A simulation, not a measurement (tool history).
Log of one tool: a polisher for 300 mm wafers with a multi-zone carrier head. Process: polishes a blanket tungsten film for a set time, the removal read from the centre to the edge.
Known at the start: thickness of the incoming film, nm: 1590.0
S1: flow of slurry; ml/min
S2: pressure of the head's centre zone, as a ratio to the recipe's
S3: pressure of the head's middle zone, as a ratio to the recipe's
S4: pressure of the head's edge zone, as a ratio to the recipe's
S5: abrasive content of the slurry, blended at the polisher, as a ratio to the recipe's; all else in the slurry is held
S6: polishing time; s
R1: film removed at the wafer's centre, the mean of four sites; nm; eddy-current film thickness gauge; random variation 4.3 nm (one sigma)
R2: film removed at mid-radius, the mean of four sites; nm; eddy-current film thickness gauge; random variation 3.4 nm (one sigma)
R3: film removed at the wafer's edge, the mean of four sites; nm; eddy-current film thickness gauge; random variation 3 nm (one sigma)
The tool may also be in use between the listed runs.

run,day,S1,S2,S3,S4,S5,S6,R1,R2,R3
1,0,185,1,1,1,1,67,259.49,258.1,274.05
2,0.075,220,1,1,1,1,67,272.92,263.28,279.7
3,0.379,220,1,0.94,1,1,67,271.47,260.1,279.58
4,0.688,235,1.05,0.97,0.98,1.1,67,298.62,275.97,287.67
5,0.938,245,1.09,0.97,0.98,1.1,67,316.6,274.43,288.35
6,1.183,245,1.09,0.97,0.98,1.1,55,262.08,222.36,237.28

Run 7 comes next. What will it give?
7,1.488,255,1.12,0.99,0.98,1.25,57,?,?,?

R1: 295.91 nm
R2: 244.38 nm
R3: 258.33 nm
